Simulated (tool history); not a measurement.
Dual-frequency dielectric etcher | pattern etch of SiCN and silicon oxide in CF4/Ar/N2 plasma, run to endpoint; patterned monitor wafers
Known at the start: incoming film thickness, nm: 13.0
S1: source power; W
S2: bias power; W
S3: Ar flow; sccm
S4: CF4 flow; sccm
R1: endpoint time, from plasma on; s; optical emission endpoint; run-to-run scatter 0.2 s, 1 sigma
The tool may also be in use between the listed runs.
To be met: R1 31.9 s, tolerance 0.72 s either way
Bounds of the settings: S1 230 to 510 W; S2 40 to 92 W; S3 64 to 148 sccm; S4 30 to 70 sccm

{"run": 1, "day": 0.0, "S1": 370, "S2": 66, "S3": 106, "S4": 50, "R1": 17.844}
{"run": 2, "day": 0.275, "S1": 370, "S2": 57, "S3": 106, "S4": 50, "R1": 18.947}
{"run": 3, "day": 0.371, "S1": 370, "S2": 57, "S3": 106, "S4": 43, "R1": 19.846}
{"run": 4, "day": 0.742, "S1": 340, "S2": 57, "S3": 106, "S4": 43, "R1": 21.636}
{"run": 5, "day": 1.029, "S1": 320, "S2": 54, "S3": 107, "S4": 43, "R1": 23.77}
{"run": 6, "day": 1.342, "S1": 300, "S2": 53, "S3": 107, "S4": 43, "R1": 25.823}
{"run": 7, "day": 1.458, "S1": 230, "S2": 52, "S3": 107, "S4": 43, "R1": 36.688}
{"run": 8, "day": 1.821, "S1": 240, "S2": 52, "S3": 107, "S4": 43, "R1": 34.858}
{"run": 9, "day": 2.017, "S1": 280, "S2": 53, "S3": 107, "S4": 43, "R1": 28.049}

Exercise: of the 5 proposed moves below, exactly one satisfies all targets within the stated allowed misses. Which move is it?
{"run": "A", "day": 2.212, "S1": 250, "S2": 50, "S3": 116, "S4": 39, "R1": "?"}
{"run": "B", "day": 2.212, "S1": 300, "S2": 50, "S3": 110, "S4": 45, "R1": "?"}
{"run": "C", "day": 2.212, "S1": 250, "S2": 53, "S3": 139, "S4": 42, "R1": "?"}
{"run": "D", "day": 2.212, "S1": 280, "S2": 56, "S3": 107, "S4": 35, "R1": "?"}
{"run": "E", "day": 2.212, "S1": 250, "S2": 54, "S3": 121, "S4": 48, "R1": "?"}

move=A R1=34.155
move=B R1=26.114
move=C R1=33.565
move=D R1=28.624
move=E R1=31.709
A: takes the biggest miss from the last run beyond its target
B: its largest miss is bigger than the last run's
C: takes the biggest miss from the last run beyond its target
D: better than the last run, though not everything is in spec
E: all results land within tolerance of their targets
Go with E: it meets all targets.

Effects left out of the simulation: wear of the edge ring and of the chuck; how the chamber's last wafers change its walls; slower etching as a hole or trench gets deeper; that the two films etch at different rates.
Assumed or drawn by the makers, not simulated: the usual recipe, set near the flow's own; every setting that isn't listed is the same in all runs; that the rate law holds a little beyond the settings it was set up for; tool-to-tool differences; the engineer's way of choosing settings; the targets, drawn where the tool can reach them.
